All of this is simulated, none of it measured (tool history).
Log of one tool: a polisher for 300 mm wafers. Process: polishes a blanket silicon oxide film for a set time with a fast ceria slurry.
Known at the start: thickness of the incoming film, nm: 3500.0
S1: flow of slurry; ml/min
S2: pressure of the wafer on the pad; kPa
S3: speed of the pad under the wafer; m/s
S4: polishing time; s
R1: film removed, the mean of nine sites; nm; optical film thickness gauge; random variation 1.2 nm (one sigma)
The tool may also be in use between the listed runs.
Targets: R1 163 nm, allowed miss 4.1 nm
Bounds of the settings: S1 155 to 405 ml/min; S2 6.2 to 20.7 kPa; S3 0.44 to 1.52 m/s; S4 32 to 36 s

| run | day | S1 | S2 | S3 | S4 | R1 |
|---|---|---|---|---|---|---|
| 1 | 0 | 260 | 13.1 | 0.98 | 36 | 352.34 |
| 2 | 0.288 | 260 | 13.1 | 0.78 | 36 | 287.25 |
| 3 | 0.388 | 255 | 11 | 0.78 | 36 | 239.78 |
| 4 | 0.742 | 255 | 11 | 0.78 | 32 | 215.66 |
| 5 | 1.008 | 250 | 10.3 | 0.78 | 32 | 203.24 |
| 6 | 1.108 | 250 | 10.3 | 0.78 | 32 | 200.87 |
| 7 | 1.246 | 235 | 9.7 | 0.78 | 32 | 184.62 |
| 8 | 1.279 | 215 | 9.7 | 0.78 | 32 | 183.58 |
| 9 | 1.483 | 205 | 9.7 | 0.78 | 32 | 182.06 |
| 10 | 1.854 | 195 | 9.7 | 0.78 | 32 | 180.75 |
| 11 | 2.183 | 190 | 9.7 | 0.78 | 32 | 177.3 |
| 12 | 2.517 | 185 | 9.7 | 0.78 | 32 | 180.2 |
| 13 | 2.771 | 180 | 9.7 | 0.78 | 32 | 174.64 |
| 14 | 3.104 | 175 | 9.7 | 0.78 | 32 | 176.55 |
| 15 | 3.375 | 170 | 9.7 | 0.78 | 32 | 175.5 |
|  | 3.442 | slurry nozzle cleaned |
| 16 | 3.442 | 165 | 9.7 | 0.78 | 32 | 181.04 |
| 17 | 3.533 | 165 | 9 | 0.78 | 32 | 169.32 |

Which of these 4 next moves meets every target?
| A | 3.625 | 210 | 9 | 0.7 | 35 | ? |
| B | 3.625 | 195 | 7.6 | 0.78 | 35 | ? |
| C | 3.625 | 170 | 7.6 | 0.88 | 34 | ? |
| D | 3.625 | 200 | 10.3 | 0.64 | 35 | ? |

| move | R1 |
|---|---|
| A | 173.51 |
| B | 162.35 |
| C | 173.03 |
| D | 181.37 |
A: further off than the last run
B: meets every target
C: further off than the last run
D: further off than the last run
The right move is B.

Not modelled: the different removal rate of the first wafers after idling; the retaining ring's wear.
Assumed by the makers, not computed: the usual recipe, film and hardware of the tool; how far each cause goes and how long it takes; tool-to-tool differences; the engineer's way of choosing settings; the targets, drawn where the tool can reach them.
